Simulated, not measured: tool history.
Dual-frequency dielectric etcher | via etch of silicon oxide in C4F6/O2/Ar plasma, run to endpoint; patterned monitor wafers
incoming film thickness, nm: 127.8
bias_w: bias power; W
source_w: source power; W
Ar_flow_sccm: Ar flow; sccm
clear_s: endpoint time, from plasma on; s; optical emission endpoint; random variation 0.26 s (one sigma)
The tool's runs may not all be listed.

| run | hour | bias_w | source_w | Ar_flow_sccm | clear_s |
|---|---|---|---|---|---|
| 1 | 0.0 | 400 | 410 | 406 | 31.827 |
| 2 | 8.9 | 387 | 400 | 407 | 32.835 |
| 3 | 14.8 | 377 | 400 | 408 | 33.227 |
| 4 | 23.0 | 324 | 400 | 408 | 35.231 |
| 5 | 24.9 | 324 | 400 | 440 | 35.312 |
| 6 | 31.6 | 324 | 400 | 398 | 34.835 |
| 7 | 36.8 | 261 | 380 | 403 | 39.109 |

The next listed run, before its measurement:
| 8 | 44.9 | 265 | 380 | 403 | ? |

clear_s: 38.134 s
